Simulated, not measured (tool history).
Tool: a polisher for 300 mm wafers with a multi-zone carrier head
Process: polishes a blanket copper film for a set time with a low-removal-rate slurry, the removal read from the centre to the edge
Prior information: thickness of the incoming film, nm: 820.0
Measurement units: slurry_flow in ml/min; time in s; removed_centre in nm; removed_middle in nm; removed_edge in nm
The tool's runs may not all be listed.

Run 1, hour 0.0: slurry_flow 235 ml/min, centre_zone 1.00, middle_zone 1.00, edge_zone 1.00, slurry_solids 1.00, time 60 s. Result: removed_centre 112.74 nm, removed_middle 110.73 nm, removed_edge 112.95 nm.
Run 2, hour 3.0: slurry_flow 240 ml/min, centre_zone 1.01, middle_zone 1.02, edge_zone 1.01, slurry_solids 1.05, time 61 s. Result: removed_centre 115.75 nm, removed_middle 115.53 nm, removed_edge 116.00 nm.
Run 3, hour 5.3: slurry_flow 240 ml/min, centre_zone 1.01, middle_zone 1.02, edge_zone 0.94, slurry_solids 1.05, time 61 s. Result: removed_centre 113.56 nm, removed_middle 115.27 nm, removed_edge 112.08 nm.
Run 4, hour 9.5: slurry_flow 245 ml/min, centre_zone 1.02, middle_zone 1.03, edge_zone 0.96, slurry_solids 1.10, time 62 s. Result: removed_centre 118.28 nm, removed_middle 117.70 nm, removed_edge 116.32 nm.
Run 5, hour 14.1: slurry_flow 245 ml/min, centre_zone 1.02, middle_zone 1.03, edge_zone 0.96, slurry_solids 1.10, time 74 s. Result: removed_centre 143.44 nm, removed_middle 145.49 nm, removed_edge 139.63 nm.
Run 6, hour 19.5: slurry_flow 250 ml/min, centre_zone 1.03, middle_zone 1.03, edge_zone 0.97, slurry_solids 1.10, time 74 s. Result: removed_centre 142.95 nm, removed_middle 146.21 nm, removed_edge 141.49 nm.
Run 7, hour 26.4: slurry_flow 250 ml/min, centre_zone 1.04, middle_zone 1.03, edge_zone 0.97, slurry_solids 1.10, time 74 s. Result: removed_centre 143.42 nm, removed_middle 145.32 nm, removed_edge 139.66 nm.
Run 8, hour 28.4: slurry_flow 250 ml/min, centre_zone 1.05, middle_zone 1.03, edge_zone 0.98, slurry_solids 1.10, time 74 s. Result: removed_centre 145.34 nm, removed_middle 146.78 nm, removed_edge 140.49 nm.
Run 9, hour 33.9: slurry_flow 250 ml/min, centre_zone 1.06, middle_zone 1.03, edge_zone 0.99, slurry_solids 1.10, time 74 s. Result: removed_centre 149.05 nm, removed_middle 142.61 nm, removed_edge 142.10 nm.
Run 10, hour 38.6: slurry_flow 250 ml/min, centre_zone 1.06, middle_zone 1.04, edge_zone 0.99, slurry_solids 1.10, time 74 s. Result: removed_centre 149.58 nm, removed_middle 148.38 nm, removed_edge 140.65 nm.
Run 11, hour 45.3: slurry_flow 250 ml/min, centre_zone 1.06, middle_zone 1.04, edge_zone 1.00, slurry_solids 1.10, time 74 s. Result: removed_centre 151.51 nm, removed_middle 146.62 nm, removed_edge 141.53 nm.

Predict the results of run 12:
Run 12, hour 47.2: slurry_flow 250 ml/min, centre_zone 1.06, middle_zone 1.04, edge_zone 1.01, slurry_solids 1.10, time 74 s. Result: removed_centre ?, removed_middle ?, removed_edge ?.

removed_centre: 146.38 nm
removed_middle: 149.09 nm
removed_edge: 141.03 nm
